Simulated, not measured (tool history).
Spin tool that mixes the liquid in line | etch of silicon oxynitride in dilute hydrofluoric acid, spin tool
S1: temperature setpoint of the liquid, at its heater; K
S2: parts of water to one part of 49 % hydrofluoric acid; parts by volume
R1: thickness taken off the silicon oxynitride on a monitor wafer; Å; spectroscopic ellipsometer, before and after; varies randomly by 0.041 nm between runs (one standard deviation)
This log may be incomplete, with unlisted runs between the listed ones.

run 1 hour=0.0 | S1=299.15 S2=240 time_under_the_liquid_(s)=305 | R1=37.614
run 2 hour=8.7 | S1=297.65 S2=250 time_under_the_liquid_(s)=305 | R1=32.327
run 3 hour=17.7 | S1=297.65 S2=175 time_under_the_liquid_(s)=305 | R1=49.330
run 4 hour=21.2 | S1=297.65 S2=175 time_under_the_liquid_(s)=305 | R1=50.102
run 5 hour=27.1 | S1=297.65 S2=175 time_under_the_liquid_(s)=325 | R1=54.289
run 6 hour=31.9 | S1=297.65 S2=220 time_under_the_liquid_(s)=325 | R1=40.452
run 7 hour=34.5 | S1=296.15 S2=225 time_under_the_liquid_(s)=325 | R1=35.971
run 8 hour=43.4 | S1=295.15 S2=225 time_under_the_liquid_(s)=325 | R1=36.330
run 9 hour=51.9 | S1=294.15 S2=235 time_under_the_liquid_(s)=325 | R1=33.031
run 10 hour=54.3 | S1=293.65 S2=245 time_under_the_liquid_(s)=325 | R1=29.318
run 11 hour=60.6 | S1=293.15 S2=245 time_under_the_liquid_(s)=325 | R1=29.884

What does the tool deliver on the next run?
run 12 hour=69.4 | S1=292.65 S2=250 time_under_the_liquid_(s)=325 | R1=?

R1: 28.297 Å
